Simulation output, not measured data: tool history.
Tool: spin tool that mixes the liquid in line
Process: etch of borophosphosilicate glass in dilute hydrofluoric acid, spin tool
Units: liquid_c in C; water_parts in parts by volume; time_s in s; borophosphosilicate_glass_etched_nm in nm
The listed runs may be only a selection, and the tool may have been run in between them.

| run | hour | liquid_c | water_parts | time_s | borophosphosilicate_glass_etched_nm |
|---|---|---|---|---|---|
| 1 | 0.0 | 22.0 | 105 | 55 | 23.076 |
| 2 | 1.3 | 24.5 | 105 | 55 | 25.180 |
| 3 | 5.2 | 22.5 | 110 | 55 | 21.851 |
| 4 | 7.3 | 22.5 | 110 | 55 | 22.009 |
| 5 | 13.8 | 21.0 | 110 | 55 | 20.408 |
| 6 | 17.2 | 21.0 | 120 | 55 | 18.690 |
| 7 | 25.8 | 20.0 | 120 | 55 | 17.959 |
| 8 | 33.6 | 20.0 | 120 | 55 | 18.119 |

What does the tool deliver on the next run?
| 9 | 38.7 | 19.0 | 120 | 55 | ? |

{"run 9": {"borophosphosilicate_glass_etched_nm": 17.335}}
